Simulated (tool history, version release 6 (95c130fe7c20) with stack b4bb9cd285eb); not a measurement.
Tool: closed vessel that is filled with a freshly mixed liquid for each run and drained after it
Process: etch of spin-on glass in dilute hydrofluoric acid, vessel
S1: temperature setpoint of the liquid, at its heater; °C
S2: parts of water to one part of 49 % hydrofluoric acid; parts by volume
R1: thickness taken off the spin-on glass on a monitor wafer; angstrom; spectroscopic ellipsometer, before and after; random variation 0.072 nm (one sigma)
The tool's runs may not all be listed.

Run 1, hour 0: S1 24 °C, S2 215 parts by volume, time in the liquid (s) 30. Result: R1 66.114 angstrom.
Run 2, hour 2.2: S1 22 °C, S2 215 parts by volume, time in the liquid (s) 30. Result: R1 61.796 angstrom.
Run 3, hour 8.2: S1 22 °C, S2 265 parts by volume, time in the liquid (s) 30. Result: R1 47.896 angstrom.
Run 4, hour 9.7: S1 22 °C, S2 265 parts by volume, time in the liquid (s) 30. Result: R1 47.694 angstrom.
Run 5, hour 17.1: S1 25 °C, S2 250 parts by volume, time in the liquid (s) 30. Result: R1 56.871 angstrom.
Run 6, hour 23.2: S1 25 °C, S2 315 parts by volume, time in the liquid (s) 30. Result: R1 42.901 angstrom.
Run 7, hour 30.4: S1 29 °C, S2 225 parts by volume, time in the liquid (s) 30. Result: R1 74.218 angstrom.

The next listed run, before its measurement:
Run 8, hour 34.3: S1 30.5 °C, S2 220 parts by volume, time in the liquid (s) 30. Result: R1 ?.

R1: 82.335 angstrom
